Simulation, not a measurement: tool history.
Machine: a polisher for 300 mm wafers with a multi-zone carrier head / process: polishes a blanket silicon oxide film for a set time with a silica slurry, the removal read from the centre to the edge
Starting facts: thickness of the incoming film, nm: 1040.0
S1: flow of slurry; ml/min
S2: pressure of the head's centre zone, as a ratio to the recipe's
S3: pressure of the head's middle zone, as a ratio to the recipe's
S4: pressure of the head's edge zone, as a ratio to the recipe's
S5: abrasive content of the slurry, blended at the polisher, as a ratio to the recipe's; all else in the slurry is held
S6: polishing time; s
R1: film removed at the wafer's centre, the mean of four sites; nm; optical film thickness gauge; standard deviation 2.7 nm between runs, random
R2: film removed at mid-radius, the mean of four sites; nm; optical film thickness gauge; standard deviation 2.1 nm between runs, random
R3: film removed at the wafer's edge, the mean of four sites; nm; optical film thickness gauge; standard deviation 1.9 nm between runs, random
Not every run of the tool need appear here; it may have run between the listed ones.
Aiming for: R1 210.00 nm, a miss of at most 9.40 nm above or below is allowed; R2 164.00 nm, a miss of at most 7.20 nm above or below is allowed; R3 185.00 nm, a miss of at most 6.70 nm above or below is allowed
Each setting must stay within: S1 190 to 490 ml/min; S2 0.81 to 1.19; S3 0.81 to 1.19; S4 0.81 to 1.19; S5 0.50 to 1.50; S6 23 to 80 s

run,day,S1,S2,S3,S4,S5,S6,R1,R2,R3
1,0.000,315,1.00,1.00,1.00,1.00,51,133.28,126.74,131.13
2,0.275,320,1.05,0.99,1.03,1.15,52,145.92,136.08,142.52
3,0.446,320,1.05,0.99,1.06,1.15,52,148.52,138.46,142.69
4,0.804,320,1.05,0.99,1.06,1.15,60,175.68,161.03,161.48
5,1.133,320,1.05,0.99,1.06,1.15,69,193.15,180.91,186.69
6,1.333,320,1.05,0.99,1.13,1.15,69,196.25,181.32,194.51
7,1.458,320,1.08,0.96,1.12,1.15,69,203.30,175.83,197.05
8,1.683,320,1.10,0.95,1.09,1.10,69,205.38,171.21,190.12
9,1.967,320,1.11,0.94,1.08,1.10,69,203.06,172.99,188.91

5 next moves are on the table. One of them brings every result within its allowed miss. Which?
A,2.250,280,1.14,0.99,0.91,1.30,69,?,?,?
B,2.250,350,1.16,0.88,1.10,1.15,62,?,?,?
C,2.250,375,1.16,0.91,1.09,0.95,70,?,?,?
D,2.250,370,1.07,0.90,1.07,1.05,69,?,?,?
E,2.250,450,0.99,0.90,1.02,1.10,69,?,?,?

move,R1,R2,R3
A,217.77,184.92,178.72
B,196.89,148.79,173.26
C,211.93,164.54,185.17
D,198.98,165.26,185.94
E,190.60,170.07,186.18
A: misses by more than the last run did
B: pushes the last run's worst result past its target
C: meets every target
D: gets the furthest-off result to its target, but another result is out of tolerance
E: gets the furthest-off result to its target, but another result is out of tolerance
Correct choice: C, which meets every target
